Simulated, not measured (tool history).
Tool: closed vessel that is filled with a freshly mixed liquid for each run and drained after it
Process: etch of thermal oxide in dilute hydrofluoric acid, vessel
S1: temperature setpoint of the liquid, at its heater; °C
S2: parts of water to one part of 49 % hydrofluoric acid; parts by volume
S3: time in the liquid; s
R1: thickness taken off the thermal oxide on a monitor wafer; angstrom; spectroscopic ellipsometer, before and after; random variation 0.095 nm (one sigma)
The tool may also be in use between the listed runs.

Run 1, hour 0.0: S1 24.0 °C, S2 150 parts by volume, S3 260 s. Result: R1 81.239 angstrom.
Run 2, hour 2.0: S1 24.0 °C, S2 150 parts by volume, S3 280 s. Result: R1 88.382 angstrom.
Run 3, hour 6.1: S1 21.0 °C, S2 150 parts by volume, S3 280 s. Result: R1 78.393 angstrom.
Run 4, hour 13.7: S1 23.0 °C, S2 150 parts by volume, S3 280 s. Result: R1 83.598 angstrom.
Run 5, hour 20.8: S1 24.5 °C, S2 150 parts by volume, S3 280 s. Result: R1 89.940 angstrom.
Run 6, hour 21.5: S1 25.5 °C, S2 150 parts by volume, S3 280 s. Result: R1 94.652 angstrom.

Predict the results of run 7:
Run 7, hour 26.8: S1 26.5 °C, S2 150 parts by volume, S3 280 s. Result: R1 ?.

R1: 95.543 angstrom
